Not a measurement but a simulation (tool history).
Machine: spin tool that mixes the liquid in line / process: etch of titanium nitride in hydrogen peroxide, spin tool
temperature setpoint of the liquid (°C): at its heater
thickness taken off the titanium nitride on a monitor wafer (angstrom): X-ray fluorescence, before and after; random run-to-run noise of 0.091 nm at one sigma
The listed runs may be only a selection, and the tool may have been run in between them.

run	hour	temperature setpoint of the liquid (°C)	concentration of hydrogen peroxide in the mixed liquid (% by weight)	time under the liquid (s)	thickness taken off the titanium nitride on a monitor wafer (angstrom)
1	0.0	52.0	15.5	275	136.290
2	5.9	45.5	15.5	275	84.566
3	9.5	45.5	18.5	275	88.633
4	13.7	50.0	18.5	275	123.560
5	17.6	53.5	18.5	275	158.510
6	20.7	50.0	18.5	275	122.900
7	24.8	53.5	18.5	275	158.470
8	25.7	56.0	18.5	275	188.490
9	30.1	57.5	18.5	275	208.210
10	31.5	58.5	18.5	275	223.780
11	38.1	59.5	18.5	275	239.210

Run 12 has not been measured yet. What should we expect?
12	44.4	60.0	18.5	275	?

Run 12 produced thickness taken off the titanium nitride on a monitor wafer (angstrom) 247.480.
